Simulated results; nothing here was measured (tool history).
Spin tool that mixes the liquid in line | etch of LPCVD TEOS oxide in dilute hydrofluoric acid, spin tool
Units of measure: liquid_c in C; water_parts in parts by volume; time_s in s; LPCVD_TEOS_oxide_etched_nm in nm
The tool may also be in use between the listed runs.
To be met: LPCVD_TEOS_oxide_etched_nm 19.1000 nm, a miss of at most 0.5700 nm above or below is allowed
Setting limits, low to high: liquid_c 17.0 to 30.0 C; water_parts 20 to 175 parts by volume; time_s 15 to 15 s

Run 1, hour 0.0: liquid_c 22.0 C, water_parts 95 parts by volume, time_s 15 s. Result: LPCVD_TEOS_oxide_etched_nm 6.0819 nm.
Run 2, hour 3.3: liquid_c 22.0 C, water_parts 95 parts by volume, time_s 15 s. Result: LPCVD_TEOS_oxide_etched_nm 5.9462 nm.
Run 3, hour 9.1: liquid_c 22.0 C, water_parts 70 parts by volume, time_s 15 s. Result: LPCVD_TEOS_oxide_etched_nm 8.3867 nm.
Run 4, hour 13.4: liquid_c 24.0 C, water_parts 60 parts by volume, time_s 15 s. Result: LPCVD_TEOS_oxide_etched_nm 10.7120 nm.
Run 5, hour 18.1: liquid_c 26.0 C, water_parts 60 parts by volume, time_s 15 s. Result: LPCVD_TEOS_oxide_etched_nm 11.7090 nm.
Run 6, hour 23.8: liquid_c 26.0 C, water_parts 60 parts by volume, time_s 15 s. Result: LPCVD_TEOS_oxide_etched_nm 11.8390 nm.
Run 7, hour 29.0: liquid_c 27.0 C, water_parts 55 parts by volume, time_s 15 s. Result: LPCVD_TEOS_oxide_etched_nm 13.3930 nm.
Run 8, hour 36.1: liquid_c 27.5 C, water_parts 50 parts by volume, time_s 15 s. Result: LPCVD_TEOS_oxide_etched_nm 15.0920 nm.
Run 9, hour 37.9: liquid_c 30.0 C, water_parts 40 parts by volume, time_s 15 s. Result: LPCVD_TEOS_oxide_etched_nm 21.4680 nm.
Run 10, hour 38.5: liquid_c 29.5 C, water_parts 40 parts by volume, time_s 15 s. Result: LPCVD_TEOS_oxide_etched_nm 20.8930 nm.
Run 11, hour 45.1: liquid_c 29.0 C, water_parts 40 parts by volume, time_s 15 s. Result: LPCVD_TEOS_oxide_etched_nm 20.2810 nm.
Run 12, hour 50.7: liquid_c 28.5 C, water_parts 40 parts by volume, time_s 15 s. Result: LPCVD_TEOS_oxide_etched_nm 20.0750 nm.

Which one of the following 4 next-run settings gets every result inside its allowed miss? There is exactly one.
Run A, hour 56.3: liquid_c 29.0 C, water_parts 40 parts by volume, time_s 15 s. Result: LPCVD_TEOS_oxide_etched_nm ?.
Run B, hour 56.3: liquid_c 27.5 C, water_parts 40 parts by volume, time_s 15 s. Result: LPCVD_TEOS_oxide_etched_nm ?.
Run C, hour 56.3: liquid_c 28.5 C, water_parts 45 parts by volume, time_s 15 s. Result: LPCVD_TEOS_oxide_etched_nm ?.
Run D, hour 56.3: liquid_c 26.5 C, water_parts 35 parts by volume, time_s 15 s. Result: LPCVD_TEOS_oxide_etched_nm ?.

move  LPCVD_TEOS_oxide_etched_nm
   A                     20.4510
   B                     19.2550
   C                     17.6860
   D                     21.2830
A: moves away from the targets compared with the last run
B: every result lands within tolerance
C: pushes the last run's worst result past its target
D: moves away from the targets compared with the last run
The right move is B.

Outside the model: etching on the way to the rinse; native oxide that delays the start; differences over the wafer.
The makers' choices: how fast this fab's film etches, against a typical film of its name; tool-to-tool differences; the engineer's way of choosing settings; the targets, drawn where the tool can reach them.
